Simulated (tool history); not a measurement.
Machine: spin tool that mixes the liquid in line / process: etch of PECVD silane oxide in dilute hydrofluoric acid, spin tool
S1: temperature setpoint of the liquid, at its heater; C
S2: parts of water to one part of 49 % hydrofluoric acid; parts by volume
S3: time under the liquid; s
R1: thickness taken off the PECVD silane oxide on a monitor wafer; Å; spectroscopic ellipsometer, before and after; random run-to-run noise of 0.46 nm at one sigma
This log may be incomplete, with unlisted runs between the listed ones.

run	hour	S1	S2	S3	R1
1	0	20	175	315	344.7
2	2.3	22	175	315	371.67
3	10.8	22	175	335	392.74
4	13.2	22	175	335	392.46
5	21.4	22	175	315	364.21
6	26.4	22	175	335	397.78

Run 7, settings as shown, results not yet in. Your forecast:
7	27.8	23.5	170	335	?

R1: 432.92 Å

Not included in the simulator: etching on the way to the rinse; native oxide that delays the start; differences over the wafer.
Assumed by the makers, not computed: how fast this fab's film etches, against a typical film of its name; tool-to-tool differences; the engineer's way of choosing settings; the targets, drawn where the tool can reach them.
